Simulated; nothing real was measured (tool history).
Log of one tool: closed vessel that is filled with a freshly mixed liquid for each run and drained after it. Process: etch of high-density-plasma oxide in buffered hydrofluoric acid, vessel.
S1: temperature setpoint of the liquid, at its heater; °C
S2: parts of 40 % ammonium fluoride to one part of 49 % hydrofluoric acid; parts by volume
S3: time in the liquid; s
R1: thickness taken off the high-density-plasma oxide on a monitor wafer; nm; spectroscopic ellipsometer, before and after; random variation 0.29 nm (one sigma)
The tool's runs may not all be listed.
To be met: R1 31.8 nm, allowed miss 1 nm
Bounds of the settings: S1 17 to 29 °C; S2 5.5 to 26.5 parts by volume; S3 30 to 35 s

| run | hour | S1 | S2 | S3 | R1 |
|---|---|---|---|---|---|
| 1 | 0 | 21 | 16 | 35 | 22.058 |
| 2 | 3.7 | 21 | 16 | 30 | 18.848 |
| 3 | 11.7 | 21 | 18 | 30 | 16.681 |
| 4 | 17.1 | 18 | 18 | 30 | 13.988 |
| 5 | 20.8 | 21.5 | 17 | 30 | 17.995 |
| 6 | 25 | 23 | 17 | 30 | 19.853 |
| 7 | 34 | 25 | 16 | 30 | 23.546 |
| 8 | 41.5 | 26.5 | 15.5 | 30 | 26.409 |
| 9 | 50.1 | 27.5 | 15 | 30 | 28.572 |

4 next moves are on the table. One of them brings every result within its allowed miss. Which?
| A | 58.7 | 28 | 16 | 35 | ? |
| B | 58.7 | 29 | 17 | 30 | ? |
| C | 58.7 | 25.5 | 13 | 30 | ? |
| D | 58.7 | 26 | 15.5 | 30 | ? |

| move | R1 |
|---|---|
| A | 31.931 |
| B | 27.194 |
| C | 29.339 |
| D | 25.366 |
A: meets every target
B: further off than the last run
C: nearer than the last run, and not there yet
D: further off than the last run
Answer: A
